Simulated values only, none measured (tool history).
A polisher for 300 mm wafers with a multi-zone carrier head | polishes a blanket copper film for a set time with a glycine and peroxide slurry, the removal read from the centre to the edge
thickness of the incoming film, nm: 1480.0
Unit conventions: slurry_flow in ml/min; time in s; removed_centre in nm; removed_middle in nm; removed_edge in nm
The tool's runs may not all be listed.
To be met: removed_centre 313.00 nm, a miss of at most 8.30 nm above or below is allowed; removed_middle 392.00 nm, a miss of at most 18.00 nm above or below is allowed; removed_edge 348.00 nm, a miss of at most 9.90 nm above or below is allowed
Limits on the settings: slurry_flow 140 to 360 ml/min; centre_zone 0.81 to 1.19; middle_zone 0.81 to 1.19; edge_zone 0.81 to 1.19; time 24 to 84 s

| run | hour | slurry_flow | centre_zone | middle_zone | edge_zone | time | removed_centre | removed_middle | removed_edge |
|---|---|---|---|---|---|---|---|---|---|
| 1 | 0.0 | 230 | 1.00 | 1.00 | 1.00 | 54 | 233.66 | 230.37 | 232.98 |
| 2 | 2.7 | 230 | 0.93 | 1.00 | 1.00 | 54 | 213.21 | 228.26 | 230.84 |
| 3 | 9.9 | 235 | 0.93 | 1.04 | 1.02 | 58 | 231.86 | 256.31 | 249.39 |
| 4 | 11.6 | 235 | 0.89 | 1.04 | 1.02 | 58 | 220.25 | 253.05 | 251.12 |
| 5 | 20.0 | 240 | 0.90 | 1.07 | 1.04 | 61 | 233.60 | 278.13 | 267.53 |
| 6 | 24.5 | 245 | 0.92 | 1.09 | 1.06 | 63 | 247.99 | 278.90 | 277.98 |
| 7 | 31.4 | 245 | 0.91 | 1.11 | 1.05 | 66 | 255.74 | 307.27 | 287.91 |
| 8 | 34.7 | 250 | 0.91 | 1.12 | 1.05 | 68 | 264.01 | 318.78 | 292.98 |
| 9 | 36.5 | 250 | 0.91 | 1.13 | 1.06 | 70 | 275.15 | 333.04 | 311.35 |
| 10 | 38.1 | 255 | 0.91 | 1.14 | 1.06 | 71 | 277.22 | 344.20 | 312.72 |
| 11 | 41.8 | 260 | 0.92 | 1.15 | 1.07 | 72 | 288.92 | 348.79 | 320.49 |

Exactly one of the 4 candidate moves below puts every result within its allowed miss. Which one?
| A | 45.5 | 240 | 0.96 | 1.04 | 1.14 | 81 | ? | ? | ? |
| B | 45.5 | 300 | 0.93 | 1.19 | 1.10 | 77 | ? | ? | ? |
| C | 45.5 | 250 | 0.95 | 1.08 | 1.14 | 81 | ? | ? | ? |
| D | 45.5 | 280 | 0.98 | 1.04 | 1.04 | 79 | ? | ? | ? |

| move | removed_centre | removed_middle | removed_edge |
|---|---|---|---|
| A | 336.39 | 350.62 | 366.26 |
| B | 319.11 | 384.08 | 348.02 |
| C | 334.91 | 364.01 | 367.52 |
| D | 341.99 | 348.42 | 345.95 |
A: takes the result that was furthest off past its target
B: in spec on every target
C: takes the result that was furthest off past its target
D: takes the result that was furthest off past its target
Move B is the one to make.
